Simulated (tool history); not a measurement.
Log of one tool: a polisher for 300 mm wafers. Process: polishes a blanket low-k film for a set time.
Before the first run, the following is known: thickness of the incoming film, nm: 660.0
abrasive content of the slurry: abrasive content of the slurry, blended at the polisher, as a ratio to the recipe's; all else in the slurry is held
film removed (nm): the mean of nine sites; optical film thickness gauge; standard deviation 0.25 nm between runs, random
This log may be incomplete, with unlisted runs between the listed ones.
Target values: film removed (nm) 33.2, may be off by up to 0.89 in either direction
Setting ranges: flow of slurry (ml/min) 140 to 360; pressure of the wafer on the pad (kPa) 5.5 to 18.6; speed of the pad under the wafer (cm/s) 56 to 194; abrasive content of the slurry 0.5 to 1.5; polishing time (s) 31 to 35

run	hour	flow of slurry (ml/min)	pressure of the wafer on the pad (kPa)	speed of the pad under the wafer (cm/s)	abrasive content of the slurry	polishing time (s)	film removed (nm)
1	0	230	11.7	124	1	35	14.059
2	7	235	13.8	138	1	35	17.824
3	11	235	13.8	138	1	35	17.649
4	18.9	235	15.2	138	1	35	19.849
5	25.4	235	15.2	138	0.8	35	16.957
6	27	240	16.5	158	0.85	35	21.442
7	35.5	245	17.2	170	0.9	35	24.253
8	38.8	245	17.9	178	0.95	35	27.007
9	42.9	250	17.9	184	1	35	28.401
10	50.4	250	17.9	188	1.05	35	29.765
11	52.4	250	17.9	188	1.05	35	29.837
12	61.2	250	17.9	190	1.05	35	30.344
13	67.5	270	18.6	194	1.05	35	31.72

Which single option among these 4 for the next run brings every result within its allowed miss of target? Just one does.
A	73.8	265	18.6	180	1.15	34	?
B	73.8	235	18.6	194	1.05	35	?
C	73.8	270	18.6	194	1.2	34	?
D	73.8	180	18.6	194	1.1	35	?

move	film removed (nm)
A	30.509
B	31.268
C	33.021
D	31.133
A: lands further from the targets than the last run did
B: lands further from the targets than the last run did
C: all results land within tolerance of their targets
D: lands further from the targets than the last run did
The right move is C.
